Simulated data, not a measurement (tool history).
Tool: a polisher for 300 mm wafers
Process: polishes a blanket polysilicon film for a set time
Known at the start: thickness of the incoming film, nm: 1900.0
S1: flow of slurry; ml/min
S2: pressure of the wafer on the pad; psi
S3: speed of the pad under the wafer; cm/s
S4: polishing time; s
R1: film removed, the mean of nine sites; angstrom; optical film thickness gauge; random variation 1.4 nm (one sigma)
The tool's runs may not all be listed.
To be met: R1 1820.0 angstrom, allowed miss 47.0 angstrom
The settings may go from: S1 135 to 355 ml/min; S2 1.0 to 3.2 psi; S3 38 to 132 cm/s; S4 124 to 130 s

{"run": 1, "day": 0.0, "S1": 225, "S2": 2.1, "S3": 84, "S4": 124, "R1": 5125.3}
{"run": 2, "day": 0.304, "S1": 225, "S2": 2.1, "S3": 104, "S4": 124, "R1": 6311.8}
{"run": 3, "day": 0.625, "S1": 225, "S2": 2.1, "S3": 104, "S4": 124, "R1": 6284.2}
{"run": 4, "day": 0.846, "S1": 280, "S2": 2.1, "S3": 104, "S4": 124, "R1": 6522.1}
{"day": 1.2, "done": "slurry nozzle cleaned"}
{"run": 5, "day": 1.2, "S1": 325, "S2": 2.1, "S3": 104, "S4": 124, "R1": 6968.2}
{"run": 6, "day": 1.258, "S1": 325, "S2": 2.5, "S3": 104, "S4": 124, "R1": 8267.0}
{"run": 7, "day": 1.483, "S1": 300, "S2": 2.2, "S3": 90, "S4": 124, "R1": 6256.7}
{"run": 8, "day": 1.729, "S1": 265, "S2": 2.0, "S3": 80, "S4": 124, "R1": 5011.1}
{"run": 9, "day": 1.862, "S1": 240, "S2": 1.8, "S3": 72, "S4": 124, "R1": 4080.0}
{"run": 10, "day": 2.196, "S1": 220, "S2": 1.6, "S3": 66, "S4": 124, "R1": 3313.5}
{"run": 11, "day": 2.388, "S1": 205, "S2": 1.5, "S3": 62, "S4": 124, "R1": 2870.0}
{"run": 12, "day": 2.45, "S1": 140, "S2": 1.0, "S3": 52, "S4": 124, "R1": 1560.3}
{"run": 13, "day": 2.775, "S1": 150, "S2": 1.0, "S3": 52, "S4": 124, "R1": 1574.6}
{"run": 14, "day": 3.104, "S1": 215, "S2": 1.3, "S3": 52, "S4": 124, "R1": 2143.4}

Which of these 5 next moves meets every target?
{"run": "A", "day": 3.433, "S1": 155, "S2": 1.3, "S3": 64, "S4": 130, "R1": "?"}
{"run": "B", "day": 3.433, "S1": 210, "S2": 1.7, "S3": 52, "S4": 124, "R1": "?"}
{"run": "C", "day": 3.433, "S1": 215, "S2": 1.1, "S3": 76, "S4": 127, "R1": "?"}
{"run": "D", "day": 3.433, "S1": 220, "S2": 1.4, "S3": 52, "S4": 130, "R1": "?"}
{"run": "E", "day": 3.433, "S1": 230, "S2": 1.5, "S3": 38, "S4": 124, "R1": "?"}

move=A R1=2582.7
move=B R1=2750.3
move=C R1=2685.4
move=D R1=2408.7
move=E R1=1835.7
A: further off than the last run
B: further off than the last run
C: further off than the last run
D: further off than the last run
E: meets every target
The right move is E.
